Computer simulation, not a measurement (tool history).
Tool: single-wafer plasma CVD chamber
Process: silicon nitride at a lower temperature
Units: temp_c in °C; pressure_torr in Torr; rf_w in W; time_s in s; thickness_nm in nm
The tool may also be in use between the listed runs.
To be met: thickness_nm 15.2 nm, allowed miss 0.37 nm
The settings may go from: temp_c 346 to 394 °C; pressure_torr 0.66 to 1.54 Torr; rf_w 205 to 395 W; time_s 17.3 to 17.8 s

run 1 hour=0 | temp_c=370 pressure_torr=1.1 rf_w=300 time_s=17.3 | thickness_nm=17.491
run 2 hour=2 | temp_c=370 pressure_torr=1.03 rf_w=295 time_s=17.3 | thickness_nm=17.162
run 3 hour=7.6 | temp_c=365 pressure_torr=1.03 rf_w=295 time_s=17.3 | thickness_nm=17.189
run 4 hour=10.6 | temp_c=365 pressure_torr=0.97 rf_w=285 time_s=17.3 | thickness_nm=16.642
run 5 hour=14.4 | temp_c=365 pressure_torr=1.04 rf_w=285 time_s=17.3 | thickness_nm=16.978
run 6 hour=18.3 | temp_c=365 pressure_torr=0.97 rf_w=280 time_s=17.3 | thickness_nm=16.536
run 7 hour=24.4 | temp_c=365 pressure_torr=0.92 rf_w=275 time_s=17.3 | thickness_nm=16.249
run 8 hour=28.2 | temp_c=365 pressure_torr=0.89 rf_w=270 time_s=17.3 | thickness_nm=15.921
run 9 hour=36.5 | temp_c=365 pressure_torr=0.86 rf_w=265 time_s=17.3 | thickness_nm=15.635

4 next moves are on the table. One of them brings every result within its allowed miss. Which?
run A hour=44.8 | temp_c=372 pressure_torr=0.88 rf_w=255 time_s=17.8 | thickness_nm=?
run B hour=44.8 | temp_c=366 pressure_torr=0.8 rf_w=300 time_s=17.5 | thickness_nm=?
run C hour=44.8 | temp_c=365 pressure_torr=0.91 rf_w=265 time_s=17.5 | thickness_nm=?
run D hour=44.8 | temp_c=365 pressure_torr=0.8 rf_w=255 time_s=17.5 | thickness_nm=?

move=A thickness_nm=15.938
move=B thickness_nm=16.731
move=C thickness_nm=16.164
move=D thickness_nm=15.35
A: further off than the last run
B: further off than the last run
C: further off than the last run
D: meets every target
Move D is the one to make.
